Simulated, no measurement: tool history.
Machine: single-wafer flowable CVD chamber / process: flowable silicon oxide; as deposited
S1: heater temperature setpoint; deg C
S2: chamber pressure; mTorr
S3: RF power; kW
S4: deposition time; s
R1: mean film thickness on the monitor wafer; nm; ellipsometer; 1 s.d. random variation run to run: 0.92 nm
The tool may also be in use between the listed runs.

{"run": 1, "hour": 0.0, "S1": 105, "S2": 744, "S3": 2.265, "S4": 567, "R1": 281.57}
{"run": 2, "hour": 5.0, "S1": 96, "S2": 744, "S3": 2.265, "S4": 567, "R1": 365.15}
{"run": 3, "hour": 9.2, "S1": 96, "S2": 744, "S3": 2.45, "S4": 567, "R1": 370.03}
{"run": 4, "hour": 15.0, "S1": 96, "S2": 744, "S3": 2.73, "S4": 567, "R1": 373.98}
{"run": 5, "hour": 23.1, "S1": 96, "S2": 744, "S3": 2.94, "S4": 567, "R1": 375.99}
{"run": 6, "hour": 27.2, "S1": 100, "S2": 743, "S3": 2.94, "S4": 567, "R1": 335.75}

The next listed run, before its measurement:
{"run": 7, "hour": 34.4, "S1": 103, "S2": 742, "S3": 2.94, "S4": 567, "R1": "?"}

Logged for run 7: R1 307.11 nm.
